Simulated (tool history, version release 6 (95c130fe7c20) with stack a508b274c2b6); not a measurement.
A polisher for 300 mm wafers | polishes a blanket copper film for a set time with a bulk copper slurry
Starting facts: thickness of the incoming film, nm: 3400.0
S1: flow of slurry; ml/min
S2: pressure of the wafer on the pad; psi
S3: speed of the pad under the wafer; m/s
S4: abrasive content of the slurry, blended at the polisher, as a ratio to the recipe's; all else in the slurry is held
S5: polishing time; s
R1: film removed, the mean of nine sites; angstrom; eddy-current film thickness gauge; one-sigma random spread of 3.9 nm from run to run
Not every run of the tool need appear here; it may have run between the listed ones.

run	hour	S1	S2	S3	S4	S5	R1
1	0.0	290	3.2	0.82	1.0	30	2158.1
2	4.2	245	3.2	0.82	1.0	30	2096.9
3	11.9	250	3.4	0.82	1.0	30	2238.5
4	19.3	255	3.6	0.82	1.0	30	2400.1
5	26.1	260	3.8	0.82	1.0	30	2532.3
6	31.7	260	3.3	0.82	1.0	30	2170.5
7	37.7	265	3.5	0.82	1.0	30	2306.0
8	41.9	265	3.7	0.84	1.0	30	2532.5
9	49.4	270	3.8	0.84	1.0	30	2595.0
10	52.1	270	3.9	0.84	1.0	30	2645.1
11	57.0	270	4.0	0.86	1.0	30	2747.6
12	61.7	270	4.1	0.88	1.0	30	2915.1
13	65.4	270	4.2	0.88	1.0	30	2954.4
14	70.7	270	4.3	0.90	1.0	30	3119.4

Forecast run 15:
15	75.3	275	5.0	0.96	1.0	30	?

{"run 15": {"R1": 3861.9}}
